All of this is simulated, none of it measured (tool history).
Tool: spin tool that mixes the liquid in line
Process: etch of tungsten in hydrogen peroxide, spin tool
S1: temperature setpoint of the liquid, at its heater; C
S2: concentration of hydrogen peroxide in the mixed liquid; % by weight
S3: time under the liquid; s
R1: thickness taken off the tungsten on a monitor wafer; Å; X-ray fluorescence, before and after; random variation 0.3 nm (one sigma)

run	hour	S1	S2	S3	R1
1	0.0	45.0	17.0	50	716.32
2	5.1	45.0	20.5	50	787.50
3	8.6	41.5	20.5	50	629.16
4	14.5	41.5	17.5	50	582.09
5	22.3	39.5	17.5	50	512.28
6	23.4	38.0	17.5	50	459.63

The next listed run, before its measurement:
7	24.0	38.0	17.5	50	?

R1: 457.44 Å

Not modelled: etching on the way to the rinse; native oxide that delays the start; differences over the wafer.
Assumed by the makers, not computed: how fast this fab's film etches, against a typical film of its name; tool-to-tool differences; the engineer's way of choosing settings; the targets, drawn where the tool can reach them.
